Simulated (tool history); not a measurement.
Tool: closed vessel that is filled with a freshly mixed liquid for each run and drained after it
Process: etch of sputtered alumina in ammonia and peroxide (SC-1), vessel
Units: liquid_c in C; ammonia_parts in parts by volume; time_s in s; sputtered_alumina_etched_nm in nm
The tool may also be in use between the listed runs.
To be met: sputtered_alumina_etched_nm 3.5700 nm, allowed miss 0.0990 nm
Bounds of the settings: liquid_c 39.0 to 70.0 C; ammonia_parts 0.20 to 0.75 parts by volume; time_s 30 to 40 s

run  hour  liquid_c  ammonia_parts  time_s  sputtered_alumina_etched_nm
  1   0.0      55.0           0.45      40                       4.8698
  2   7.4      55.0           0.45      40                       4.8685
  3  13.0      54.0           0.45      40                       4.6406
  4  17.5      54.0           0.35      40                       4.5140
  5  24.1      53.0           0.35      40                       4.2602
  6  26.7      53.0           0.35      40                       4.3047
  7  34.0      52.5           0.35      40                       4.1789
  8  36.4      52.0           0.35      40                       4.0583
  9  44.9      49.0           0.35      40                       3.4636

Which of these 5 next moves meets every target?
  A  53.4      52.5           0.25      35                            ?
  B  53.4      54.0           0.30      30                            ?
  C  53.4      48.0           0.35      40                            ?
  D  53.4      47.5           0.50      40                            ?
  E  53.4      48.5           0.35      40                            ?

move  sputtered_alumina_etched_nm
   A                       3.5542
   B                       3.3565
   C                       3.2864
   D                       3.3071
   E                       3.3779
A: meets every target
B: further off than the last run
C: further off than the last run
D: further off than the last run
E: further off than the last run
Move A is the one to make.
